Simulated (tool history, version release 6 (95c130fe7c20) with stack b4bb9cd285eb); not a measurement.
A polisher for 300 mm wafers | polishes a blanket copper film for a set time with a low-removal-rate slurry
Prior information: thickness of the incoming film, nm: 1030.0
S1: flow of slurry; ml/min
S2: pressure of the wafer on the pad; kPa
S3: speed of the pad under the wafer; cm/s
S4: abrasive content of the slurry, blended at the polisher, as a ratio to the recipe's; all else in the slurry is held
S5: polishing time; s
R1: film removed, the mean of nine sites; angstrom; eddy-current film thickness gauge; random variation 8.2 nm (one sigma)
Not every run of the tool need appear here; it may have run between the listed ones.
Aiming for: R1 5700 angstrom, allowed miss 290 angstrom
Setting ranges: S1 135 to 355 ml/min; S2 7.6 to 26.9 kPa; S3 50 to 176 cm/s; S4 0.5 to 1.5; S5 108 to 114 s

run	hour	S1	S2	S3	S4	S5	R1
1	0	225	17.2	112	1	108	2777.9
2	1.3	225	17.2	112	1	108	2721.9
3	4.6	255	17.2	112	1	108	2826
4	12.7	255	17.2	90	1	108	2335.6
5	18.8	255	17.2	76	1	108	2126.5
6	27.1	280	17.2	76	1	108	2047.3
7	30.3	280	18.6	84	1	108	2430.3
8	39.3	280	20	90	1	108	2682.6

Below are 4 possible settings for the next run. Only one of them brings all results inside the allowed miss of their targets. Which is it?
A	48.3	275	26.9	156	1.05	114	?
B	48.3	220	15.2	88	1.05	108	?
C	48.3	260	24.8	176	0.95	114	?
D	48.3	270	26.9	136	1.2	114	?

move	R1
A	6105.3
B	2023.2
C	6097.2
D	5581.5
A: the result that was furthest off in the last run now lies on the other side of its target
B: further off than the last run
C: the result that was furthest off in the last run now lies on the other side of its target
D: in spec on every target
D is the move that brings every result within its allowed miss.
